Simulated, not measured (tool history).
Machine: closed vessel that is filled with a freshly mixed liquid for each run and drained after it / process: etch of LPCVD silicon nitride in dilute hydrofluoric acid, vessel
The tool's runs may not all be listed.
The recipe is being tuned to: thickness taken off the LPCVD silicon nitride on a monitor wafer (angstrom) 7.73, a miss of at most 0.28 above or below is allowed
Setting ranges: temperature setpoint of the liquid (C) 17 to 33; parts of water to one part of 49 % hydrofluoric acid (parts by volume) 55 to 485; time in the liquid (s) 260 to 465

| run | hour | temperature setpoint of the liquid (C) | parts of water to one part of 49 % hydrofluoric acid (parts by volume) | time in the liquid (s) | thickness taken off the LPCVD silicon nitride on a monitor wafer (angstrom) |
|---|---|---|---|---|---|
| 1 | 0 | 25 | 270 | 465 | 9.5883 |
| 2 | 7.3 | 28.5 | 270 | 465 | 11.69 |
| 3 | 10.4 | 28.5 | 270 | 465 | 12.063 |
| 4 | 19.3 | 30 | 270 | 465 | 13.053 |
| 5 | 24.4 | 30 | 215 | 465 | 16.106 |
| 6 | 29.5 | 31.5 | 215 | 465 | 17.711 |
| 7 | 33.6 | 28 | 220 | 465 | 13.85 |
| 8 | 43.3 | 25.5 | 225 | 465 | 11.895 |
| 9 | 48.2 | 21.5 | 235 | 465 | 8.697 |
| 10 | 51 | 21 | 235 | 465 | 8.5135 |
| 11 | 53 | 20.5 | 235 | 465 | 8.2303 |

Which one of the following 4 next-run settings gets every result inside its allowed miss? There is exactly one.
| A | 55 | 27.5 | 230 | 260 | ? |
| B | 55 | 19.5 | 235 | 465 | ? |
| C | 55 | 20.5 | 125 | 260 | ? |
| D | 55 | 20 | 260 | 465 | ? |

| move | thickness taken off the LPCVD silicon nitride on a monitor wafer (angstrom) |
|---|---|
| A | 7.3214 |
| B | 7.6785 |
| C | 8.4412 |
| D | 7.2049 |
A: carries the result that was furthest off beyond its target, to the other side
B: hits every target within its allowed miss
C: its largest miss is bigger than the last run's
D: carries the result that was furthest off beyond its target, to the other side
Answer: B

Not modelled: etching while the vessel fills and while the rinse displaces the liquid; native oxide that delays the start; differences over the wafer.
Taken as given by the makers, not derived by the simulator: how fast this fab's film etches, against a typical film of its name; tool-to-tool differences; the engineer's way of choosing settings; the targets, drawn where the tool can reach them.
